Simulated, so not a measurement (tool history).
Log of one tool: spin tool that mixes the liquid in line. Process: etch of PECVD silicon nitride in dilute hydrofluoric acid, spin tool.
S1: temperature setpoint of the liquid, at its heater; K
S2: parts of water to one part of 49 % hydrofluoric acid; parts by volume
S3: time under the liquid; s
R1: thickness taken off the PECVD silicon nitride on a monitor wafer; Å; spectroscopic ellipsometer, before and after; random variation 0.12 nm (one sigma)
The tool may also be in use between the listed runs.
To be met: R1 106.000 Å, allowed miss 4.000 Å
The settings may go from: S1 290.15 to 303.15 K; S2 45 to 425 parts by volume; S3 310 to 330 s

run,hour,S1,S2,S3,R1
1,0.0,295.15,235,310,39.593
2,8.6,295.15,235,310,39.003
3,16.7,295.15,235,330,41.737
4,18.3,291.65,235,330,33.316
5,20.8,294.15,215,330,42.827
6,23.1,297.65,215,330,53.318
7,31.3,298.65,195,330,63.696
8,34.1,299.65,185,330,69.644
9,39.4,300.15,175,330,75.559
10,40.7,300.65,165,330,83.543
11,47.1,301.15,160,330,89.285
12,51.9,301.65,160,330,92.835

Which of these 5 next moves meets every target?
A,56.7,303.15,155,310,?
B,56.7,302.65,140,310,?
C,56.7,302.15,200,330,?
D,56.7,303.15,185,310,?
E,56.7,303.15,185,330,?

move,R1
A,99.435
B,106.900
C,76.899
D,83.060
E,88.418
A: nearer than the last run, and not there yet
B: meets every target
C: further off than the last run
D: further off than the last run
E: further off than the last run
Answer: B
